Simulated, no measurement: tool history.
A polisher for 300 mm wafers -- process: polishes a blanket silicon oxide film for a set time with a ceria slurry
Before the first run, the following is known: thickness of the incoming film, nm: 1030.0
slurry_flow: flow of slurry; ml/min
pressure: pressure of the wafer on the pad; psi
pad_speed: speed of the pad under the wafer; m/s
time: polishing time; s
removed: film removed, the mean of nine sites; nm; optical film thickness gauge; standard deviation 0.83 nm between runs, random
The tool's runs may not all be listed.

run,day,slurry_flow,pressure,pad_speed,time,removed
1,0.000,220,3.0,0.88,68,269.06
2,0.283,215,2.8,0.86,68,244.92
3,0.462,210,2.6,0.84,68,221.35
4,0.550,205,2.4,0.84,68,203.60
5,0.896,200,2.3,0.84,68,194.70
6,1.229,170,2.3,0.84,68,193.30
7,1.492,170,2.2,0.84,68,181.71

Forecast run 8:
8,1.608,155,1.4,0.84,68,?

{"run 8": {"removed": 118.87}}
